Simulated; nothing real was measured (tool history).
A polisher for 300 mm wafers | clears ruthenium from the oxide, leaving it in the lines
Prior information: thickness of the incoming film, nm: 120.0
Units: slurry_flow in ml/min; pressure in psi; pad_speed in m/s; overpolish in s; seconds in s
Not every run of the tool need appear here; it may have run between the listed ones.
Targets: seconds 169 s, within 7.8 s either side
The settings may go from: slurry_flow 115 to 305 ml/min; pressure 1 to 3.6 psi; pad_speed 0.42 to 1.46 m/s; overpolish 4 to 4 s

| run | hour | slurry_flow | pressure | pad_speed | overpolish | seconds |
|---|---|---|---|---|---|---|
| 1 | 0 | 195 | 2.3 | 0.94 | 4 | 99.325 |
| 2 | 8.4 | 195 | 2.7 | 0.94 | 4 | 84.215 |
| 3 | 14.9 | 155 | 2.7 | 0.94 | 4 | 86.206 |
| 4 | 15.6 | 155 | 2.4 | 0.92 | 4 | 97.903 |
| 5 | 16.8 | 155 | 2.2 | 0.92 | 4 | 106.54 |
| 6 | 24.4 | 155 | 2 | 0.92 | 4 | 116.01 |
| 7 | 29.4 | 155 | 1.8 | 0.92 | 4 | 131.84 |
| 8 | 33.2 | 155 | 1.7 | 0.92 | 4 | 137.37 |
| 9 | 38.5 | 155 | 1.6 | 0.92 | 4 | 147.97 |
| 10 | 43.1 | 155 | 1.5 | 0.92 | 4 | 153.45 |

Which single option among these 4 for the next run brings every result within its allowed miss of target? Just one does.
| A | 47.7 | 205 | 1.5 | 0.92 | 4 | ? |
| B | 47.7 | 135 | 1.7 | 0.86 | 4 | ? |
| C | 47.7 | 215 | 1.8 | 0.76 | 4 | ? |
| D | 47.7 | 160 | 1.3 | 0.98 | 4 | ? |

| move | seconds |
|---|---|
| A | 148.07 |
| B | 146.76 |
| C | 148.84 |
| D | 163.81 |
A: its largest miss is bigger than the last run's
B: its largest miss is bigger than the last run's
C: its largest miss is bigger than the last run's
D: every result within its allowed miss
The right move is D.
